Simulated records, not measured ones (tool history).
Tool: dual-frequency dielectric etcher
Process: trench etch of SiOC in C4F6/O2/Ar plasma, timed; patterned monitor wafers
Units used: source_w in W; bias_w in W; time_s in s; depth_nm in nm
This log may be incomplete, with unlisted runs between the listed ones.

run,hour,source_w,bias_w,time_s,depth_nm
1,0.0,260,190,12,19.528
2,2.0,270,192,12,19.956
3,3.2,240,192,12,19.000
4,7.8,240,180,12,18.648
5,13.7,260,183,12,19.318
6,15.3,260,183,11,17.769
7,16.9,280,191,11,18.613
8,20.2,330,212,11,20.647
9,21.7,330,213,11,20.639

Estimate the outcome of run 10 from the log above:
10,25.5,330,215,11,?

Logged for run 10: depth_nm 20.676 nm.
